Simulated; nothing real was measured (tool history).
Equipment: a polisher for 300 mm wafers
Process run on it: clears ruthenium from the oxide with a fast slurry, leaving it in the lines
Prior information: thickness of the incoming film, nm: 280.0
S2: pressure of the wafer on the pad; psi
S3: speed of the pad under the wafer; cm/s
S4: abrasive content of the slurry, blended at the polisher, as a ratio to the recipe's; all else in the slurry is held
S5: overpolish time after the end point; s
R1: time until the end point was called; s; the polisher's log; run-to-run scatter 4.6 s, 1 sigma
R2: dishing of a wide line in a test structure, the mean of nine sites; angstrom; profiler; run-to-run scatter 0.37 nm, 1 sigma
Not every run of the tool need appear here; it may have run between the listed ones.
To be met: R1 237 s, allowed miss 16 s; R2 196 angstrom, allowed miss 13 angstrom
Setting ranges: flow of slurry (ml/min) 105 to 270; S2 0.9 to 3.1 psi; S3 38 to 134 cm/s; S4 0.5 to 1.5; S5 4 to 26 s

{"run": 1, "hour": 0.0, "flow of slurry (ml/min)": 175, "S2": 2, "S3": 86, "S4": 1, "S5": 13, "R1": 129.56, "R2": 210.26}
{"run": 2, "hour": 1.1, "flow of slurry (ml/min)": 175, "S2": 2, "S3": 98, "S4": 1, "S5": 13, "R1": 109.89, "R2": 226.28}
{"run": 3, "hour": 9.9, "flow of slurry (ml/min)": 175, "S2": 1.8, "S3": 94, "S4": 1, "S5": 14, "R1": 125.99, "R2": 226.49}
{"run": 4, "hour": 15.8, "flow of slurry (ml/min)": 175, "S2": 1.6, "S3": 90, "S4": 1, "S5": 15, "R1": 151.47, "R2": 199.23}
{"run": 5, "hour": 22.4, "flow of slurry (ml/min)": 175, "S2": 1.1, "S3": 90, "S4": 1, "S5": 15, "R1": 209.99, "R2": 161.36}
{"run": 6, "hour": 29.9, "flow of slurry (ml/min)": 175, "S2": 0.9, "S3": 90, "S4": 1, "S5": 15, "R1": 245.56, "R2": 139.71}
{"run": 7, "hour": 37.1, "flow of slurry (ml/min)": 175, "S2": 0.9, "S3": 90, "S4": 1, "S5": 16, "R1": 254.83, "R2": 146.09}
{"run": 8, "hour": 42.2, "flow of slurry (ml/min)": 175, "S2": 0.9, "S3": 90, "S4": 1, "S5": 17, "R1": 255.43, "R2": 152.81}
{"run": 9, "hour": 43.1, "flow of slurry (ml/min)": 175, "S2": 0.9, "S3": 90, "S4": 1, "S5": 17, "R1": 247.69, "R2": 156.11}
{"run": 10, "hour": 50.8, "flow of slurry (ml/min)": 175, "S2": 0.9, "S3": 90, "S4": 1, "S5": 18, "R1": 257.12, "R2": 162.5}

Next run, 4 choices. One meets every target within its allowed miss, the rest don't. Which?
{"run": "A", "hour": 58.5, "flow of slurry (ml/min)": 140, "S2": 1.3, "S3": 70, "S4": 0.85, "S5": 24, "R1": "?", "R2": "?"}
{"run": "B", "hour": 58.5, "flow of slurry (ml/min)": 125, "S2": 0.9, "S3": 100, "S4": 1, "S5": 22, "R1": "?", "R2": "?"}
{"run": "C", "hour": 58.5, "flow of slurry (ml/min)": 165, "S2": 1, "S3": 74, "S4": 1.1, "S5": 21, "R1": "?", "R2": "?"}
{"run": "D", "hour": 58.5, "flow of slurry (ml/min)": 185, "S2": 1, "S3": 90, "S4": 0.95, "S5": 11, "R1": "?", "R2": "?"}

move=A R1=261.09 R2=191.12
move=B R1=238.46 R2=191.65
move=C R1=263.07 R2=171.47
move=D R1=229.94 R2=112.22
A: meets the target for the result that was furthest off, but another lies outside its allowed miss
B: every result within its allowed miss
C: nearer than the last run, and not there yet
D: further off than the last run
So the answer is move B, the one that meets all the targets.
